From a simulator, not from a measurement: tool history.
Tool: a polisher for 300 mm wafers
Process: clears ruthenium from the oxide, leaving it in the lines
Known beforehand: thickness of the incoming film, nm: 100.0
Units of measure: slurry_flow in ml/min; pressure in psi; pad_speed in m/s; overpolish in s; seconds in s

| run | day | slurry_flow | pressure | pad_speed | overpolish | seconds |
|---|---|---|---|---|---|---|
| 1 | 0.000 | 185 | 1.5 | 0.86 | 35 | 159.21 |
| 2 | 0.058 | 185 | 1.6 | 0.86 | 35 | 148.36 |
| 3 | 0.371 | 185 | 1.6 | 0.86 | 38 | 147.66 |
| 4 | 0.646 | 185 | 1.6 | 0.86 | 35 | 148.00 |
| 5 | 0.983 | 185 | 1.7 | 0.86 | 35 | 137.46 |
| 6 | 1.217 | 185 | 1.6 | 0.86 | 35 | 147.77 |
| 7 | 1.258 | 185 | 1.7 | 0.86 | 35 | 139.65 |
| 8 | 1.512 | 185 | 1.8 | 0.86 | 35 | 130.00 |
| 9 | 1.762 | 185 | 1.9 | 0.86 | 35 | 125.32 |
| 10 | 2.062 | 185 | 2.0 | 0.86 | 35 | 119.02 |
| 11 | 2.150 | 185 | 2.1 | 0.86 | 35 | 112.92 |

What does the tool deliver on the next run?
| 12 | 2.217 | 190 | 2.2 | 0.88 | 35 | ? |

{"run 12": {"seconds": 106.37}}
